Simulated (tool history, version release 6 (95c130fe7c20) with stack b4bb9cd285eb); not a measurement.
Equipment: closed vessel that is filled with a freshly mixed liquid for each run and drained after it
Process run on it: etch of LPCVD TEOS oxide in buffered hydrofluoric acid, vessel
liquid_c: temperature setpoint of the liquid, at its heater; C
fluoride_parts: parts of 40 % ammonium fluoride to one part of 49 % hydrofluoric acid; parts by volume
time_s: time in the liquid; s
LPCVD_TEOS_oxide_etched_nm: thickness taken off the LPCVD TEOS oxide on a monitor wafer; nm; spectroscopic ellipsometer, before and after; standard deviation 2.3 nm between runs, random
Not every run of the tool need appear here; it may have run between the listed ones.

run	hour	liquid_c	fluoride_parts	time_s	LPCVD_TEOS_oxide_etched_nm
1	0.0	21.0	9.0	90	405.43
2	5.3	21.0	9.0	95	421.55
3	10.7	20.0	9.0	95	403.16
4	14.9	20.0	9.0	95	404.95
5	22.7	19.5	9.0	95	387.49
6	25.7	19.5	10.0	95	366.02

For run 7, what comes out?
7	32.8	19.0	10.0	95	?

Run 7 yielded LPCVD_TEOS_oxide_etched_nm 353.87 nm.
